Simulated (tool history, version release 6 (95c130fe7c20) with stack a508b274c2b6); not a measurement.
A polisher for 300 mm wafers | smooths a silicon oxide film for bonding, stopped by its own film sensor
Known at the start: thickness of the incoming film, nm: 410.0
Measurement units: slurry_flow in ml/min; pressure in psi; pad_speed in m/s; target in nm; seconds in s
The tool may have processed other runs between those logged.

run  hour  slurry_flow  pressure  pad_speed  slurry_solids  target  seconds
  1     0          150       2.6        0.8              1     362   72.024
  2     7          155       2.9        0.8              1     362   65.185
  3   8.1          155       3.2        0.8              1     362   59.486
  4  16.9          155       3.4        0.8              1     362   56.298
  5  21.2          160       3.6        0.8              1     362   54.264
  6  21.9          160         4        0.8              1     362   48.662

Run 7 has not been measured yet. What should we expect?
  7  30.5          160         4        0.8              1     362        ?

seconds: 48.685 s
